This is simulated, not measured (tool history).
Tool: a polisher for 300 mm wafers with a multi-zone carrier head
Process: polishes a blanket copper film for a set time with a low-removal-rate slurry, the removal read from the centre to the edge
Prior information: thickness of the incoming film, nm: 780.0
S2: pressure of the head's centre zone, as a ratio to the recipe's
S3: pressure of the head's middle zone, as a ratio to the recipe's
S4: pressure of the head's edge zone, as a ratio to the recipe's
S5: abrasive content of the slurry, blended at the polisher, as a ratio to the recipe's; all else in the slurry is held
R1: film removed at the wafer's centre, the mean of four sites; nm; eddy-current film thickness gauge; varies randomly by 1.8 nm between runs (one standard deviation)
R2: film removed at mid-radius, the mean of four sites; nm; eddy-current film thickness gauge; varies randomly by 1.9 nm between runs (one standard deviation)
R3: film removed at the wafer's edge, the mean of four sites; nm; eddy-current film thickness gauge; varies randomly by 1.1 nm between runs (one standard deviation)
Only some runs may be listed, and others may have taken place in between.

run 1 hour=0.0 | flow_of_slurry_(ml/min)=280 S2=1.00 S3=1.00 S4=1.00 S5=1.00 polishing_time_(s)=39 | R1=96.129 R2=98.538 R3=98.743
run 2 hour=7.9 | flow_of_slurry_(ml/min)=285 S2=0.99 S3=1.02 S4=1.02 S5=1.05 polishing_time_(s)=40 | R1=101.090 R2=105.900 R3=102.930
run 3 hour=11.4 | flow_of_slurry_(ml/min)=285 S2=0.97 S3=1.02 S4=1.04 S5=1.10 polishing_time_(s)=41 | R1=103.140 R2=110.660 R3=108.050
run 4 hour=19.2 | flow_of_slurry_(ml/min)=285 S2=0.91 S3=1.02 S4=1.04 S5=1.10 polishing_time_(s)=41 | R1=97.337 R2=110.820 R3=106.380
run 5 hour=23.2 | flow_of_slurry_(ml/min)=285 S2=0.90 S3=1.02 S4=1.06 S5=1.15 polishing_time_(s)=42 | R1=100.910 R2=118.380 R3=114.870
run 6 hour=31.7 | flow_of_slurry_(ml/min)=290 S2=0.90 S3=1.03 S4=1.08 S5=1.20 polishing_time_(s)=42 | R1=103.040 R2=114.810 R3=114.670
run 7 hour=38.4 | flow_of_slurry_(ml/min)=290 S2=0.89 S3=1.04 S4=1.08 S5=1.25 polishing_time_(s)=43 | R1=105.020 R2=124.200 R3=121.240

Estimate the outcome of run 8 from the log above:
run 8 hour=46.4 | flow_of_slurry_(ml/min)=320 S2=0.97 S3=1.11 S4=1.18 S5=1.50 polishing_time_(s)=44 | R1=? R2=? R3=?

{"run 8": {"R1": 122.24, "R2": 141.86, "R3": 136.12}}
